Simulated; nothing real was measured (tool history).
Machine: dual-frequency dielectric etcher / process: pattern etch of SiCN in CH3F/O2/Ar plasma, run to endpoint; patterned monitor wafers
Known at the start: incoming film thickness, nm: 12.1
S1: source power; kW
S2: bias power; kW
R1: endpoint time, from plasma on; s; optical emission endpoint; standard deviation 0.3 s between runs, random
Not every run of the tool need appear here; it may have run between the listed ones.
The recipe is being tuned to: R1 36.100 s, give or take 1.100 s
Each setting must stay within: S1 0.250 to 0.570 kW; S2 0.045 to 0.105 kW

Run 1, day 0.000: S1 0.410 kW, S2 0.075 kW. Result: R1 30.586 s.
Run 2, day 0.288: S1 0.440 kW, S2 0.075 kW. Result: R1 30.338 s.
Run 3, day 0.529: S1 0.400 kW, S2 0.075 kW. Result: R1 30.954 s.
Run 4, day 0.883: S1 0.380 kW, S2 0.071 kW. Result: R1 32.371 s.
Run 5, day 1.038: S1 0.360 kW, S2 0.069 kW. Result: R1 32.896 s.
Run 6, day 1.404: S1 0.350 kW, S2 0.067 kW. Result: R1 32.897 s.
Run 7, day 1.754: S1 0.350 kW, S2 0.067 kW. Result: R1 33.891 s.
Run 8, day 1.792: S1 0.340 kW, S2 0.066 kW. Result: R1 33.353 s.
Run 9, day 2.083: S1 0.330 kW, S2 0.063 kW. Result: R1 34.778 s.

4 next moves are on the table. One of them brings every result within its allowed miss. Which?
Run A, day 2.375: S1 0.280 kW, S2 0.046 kW. Result: R1 ?.
Run B, day 2.375: S1 0.250 kW, S2 0.054 kW. Result: R1 ?.
Run C, day 2.375: S1 0.270 kW, S2 0.051 kW. Result: R1 ?.
Run D, day 2.375: S1 0.320 kW, S2 0.057 kW. Result: R1 ?.

move      R1
   A  39.592
   B  39.282
   C  38.997
   D  36.025
A: carries the result that was furthest off beyond its target, to the other side
B: carries the result that was furthest off beyond its target, to the other side
C: carries the result that was furthest off beyond its target, to the other side
D: every result lands within tolerance
So the answer is move D, the one that meets all the targets.
